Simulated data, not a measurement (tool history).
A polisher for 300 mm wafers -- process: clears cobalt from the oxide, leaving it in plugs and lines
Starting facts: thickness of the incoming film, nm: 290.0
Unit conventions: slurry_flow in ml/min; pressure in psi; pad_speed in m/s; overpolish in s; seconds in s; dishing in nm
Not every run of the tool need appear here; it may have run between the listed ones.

{"run": 1, "hour": 0.0, "slurry_flow": 195, "pressure": 1.4, "pad_speed": 0.86, "overpolish": 11, "seconds": 72.592, "dishing": 31.817}
{"run": 2, "hour": 4.4, "slurry_flow": 195, "pressure": 1.5, "pad_speed": 0.88, "overpolish": 11, "seconds": 67.767, "dishing": 33.519}
{"run": 3, "hour": 12.4, "slurry_flow": 195, "pressure": 1.6, "pad_speed": 0.9, "overpolish": 11, "seconds": 62.171, "dishing": 34.989}
{"run": 4, "hour": 19.7, "slurry_flow": 195, "pressure": 1.8, "pad_speed": 0.9, "overpolish": 11, "seconds": 58.263, "dishing": 37.647}
{"run": 5, "hour": 26.4, "slurry_flow": 195, "pressure": 1.5, "pad_speed": 0.9, "overpolish": 11, "seconds": 68.615, "dishing": 34.94}
{"run": 6, "hour": 34.2, "slurry_flow": 195, "pressure": 1.6, "pad_speed": 0.94, "overpolish": 11, "seconds": 59.247, "dishing": 36.586}
{"run": 7, "hour": 41.7, "slurry_flow": 195, "pressure": 1.6, "pad_speed": 0.96, "overpolish": 12, "seconds": 59.362, "dishing": 39.268}
{"run": 8, "hour": 47.3, "slurry_flow": 195, "pressure": 1.6, "pad_speed": 0.98, "overpolish": 12, "seconds": 57.298, "dishing": 40.427}
{"run": 9, "hour": 49.1, "slurry_flow": 195, "pressure": 1.6, "pad_speed": 1.0, "overpolish": 12, "seconds": 55.605, "dishing": 41.123}
{"run": 10, "hour": 50.2, "slurry_flow": 195, "pressure": 1.6, "pad_speed": 1.02, "overpolish": 12, "seconds": 54.923, "dishing": 41.428}
{"run": 11, "hour": 58.2, "slurry_flow": 195, "pressure": 1.6, "pad_speed": 1.04, "overpolish": 12, "seconds": 54.616, "dishing": 41.989}
{"run": 12, "hour": 66.6, "slurry_flow": 185, "pressure": 2.0, "pad_speed": 1.06, "overpolish": 15, "seconds": 44.012, "dishing": 53.845}

What does the tool deliver on the next run?
{"run": 13, "hour": 70.3, "slurry_flow": 190, "pressure": 2.0, "pad_speed": 1.06, "overpolish": 15, "seconds": "?", "dishing": "?"}

{"run 13": {"seconds": 46.117, "dishing": 54.096}}
